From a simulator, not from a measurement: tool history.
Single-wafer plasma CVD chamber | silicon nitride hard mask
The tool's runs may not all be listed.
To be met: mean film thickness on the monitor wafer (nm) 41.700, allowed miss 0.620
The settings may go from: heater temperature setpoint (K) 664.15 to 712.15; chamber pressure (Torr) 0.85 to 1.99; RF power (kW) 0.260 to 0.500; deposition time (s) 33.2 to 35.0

run    day  heater temperature setpoint (K)  chamber pressure (Torr)  RF power (kW)  deposition time (s)  mean film thickness on the monitor wafer (nm)
  1  0.000                           688.15                     1.42          0.380                 35.0                                         47.264
  2  0.121                           688.15                     1.30          0.375                 35.0                                         45.491
  3  0.175                           693.15                     1.30          0.375                 35.0                                         45.567
  4  0.512                           684.15                     1.30          0.375                 35.0                                         45.441
  5  0.596                           684.15                     1.30          0.375                 35.0                                         45.509
  6  0.842                           684.15                     1.30          0.410                 35.0                                         48.342
  7  1.175                           684.15                     1.20          0.400                 35.0                                         46.426
  8  1.321                           684.15                     1.20          0.400                 35.0                                         46.192
  9  1.350                           684.15                     1.12          0.395                 35.0                                         44.894
 10  1.488                           684.15                     1.06          0.395                 35.0                                         44.105
 11  1.804                           684.15                     1.01          0.395                 35.0                                         43.814
 12  2.096                           684.15                     0.85          0.380                 34.9                                         39.644
 13  2.150                           684.15                     0.89          0.380                 34.9                                         40.132
 14  2.192                           684.15                     0.92          0.380                 34.9                                         40.927
 15  2.554                           684.15                     0.93          0.380                 34.9                                         41.035

5 next moves are on the table. One of them brings every result within its allowed miss. Which?
  A  2.917                           686.15                     1.00          0.390                 33.2                                              ?
  B  2.917                           688.15                     1.04          0.370                 33.8                                              ?
  C  2.917                           677.15                     0.97          0.370                 34.5                                              ?
  D  2.917                           676.15                     0.91          0.375                 35.0                                              ?
  E  2.917                           682.15                     1.02          0.375                 34.8                                              ?

move  mean film thickness on the monitor wafer (nm)
   A                                         40.798
   B                                         40.383
   C                                         40.443
   D                                         40.559
   E                                         41.837
A: further off than the last run
B: further off than the last run
C: further off than the last run
D: further off than the last run
E: meets every target
The right move is E.

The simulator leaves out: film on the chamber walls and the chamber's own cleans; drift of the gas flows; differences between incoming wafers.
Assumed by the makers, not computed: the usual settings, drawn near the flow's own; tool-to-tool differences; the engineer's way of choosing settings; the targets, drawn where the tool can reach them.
